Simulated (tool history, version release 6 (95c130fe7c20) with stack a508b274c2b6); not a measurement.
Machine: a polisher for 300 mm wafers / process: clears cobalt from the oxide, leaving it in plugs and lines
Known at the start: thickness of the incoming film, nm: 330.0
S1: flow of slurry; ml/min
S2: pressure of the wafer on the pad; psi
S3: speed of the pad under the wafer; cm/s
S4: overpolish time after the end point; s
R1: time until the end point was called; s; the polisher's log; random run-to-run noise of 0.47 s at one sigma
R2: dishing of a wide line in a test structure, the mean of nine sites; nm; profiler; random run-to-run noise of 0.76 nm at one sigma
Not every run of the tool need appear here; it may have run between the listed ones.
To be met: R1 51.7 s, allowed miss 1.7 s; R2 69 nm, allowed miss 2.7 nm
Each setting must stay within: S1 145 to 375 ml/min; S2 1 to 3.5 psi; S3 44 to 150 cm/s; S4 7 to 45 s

run,hour,S1,S2,S3,S4,R1,R2
1,0,240,2.2,96,23,61.054,67.644
2,4.8,200,2.2,96,23,61.734,67.418
3,10.3,200,2.2,78,23,75.688,63.248
4,18,230,2.2,78,23,75.747,62.76
5,24.8,230,2.2,60,23,93.644,55.785
6,30.5,230,2.5,60,23,83.541,59.744
7,35.8,230,2.7,62,22,76.403,62.001
8,37.1,230,2.7,62,22,76.153,61.411
9,41.1,230,2.8,64,21,70.615,61.91
10,44.1,240,3.4,64,20,58.726,67.097
11,52.3,240,3.5,74,18,49.916,66.114

Below are 4 possible settings for the next run. Only one of them brings all results inside the allowed miss of their targets. Which is it?
A,60.5,250,3.5,80,14,?,?
B,60.5,270,3.5,74,19,?,?
C,60.5,185,3.5,78,17,?,?
D,60.5,240,3.5,72,20,?,?

move,R1,R2
A,45.791,62.559
B,49.112,69.294
C,47.888,66.914
D,50.816,69.764
A: its largest miss is bigger than the last run's
B: the furthest-off result lands on target, but another misses its tolerance
C: the furthest-off result lands on target, but another misses its tolerance
D: meets every target
D meets every target.
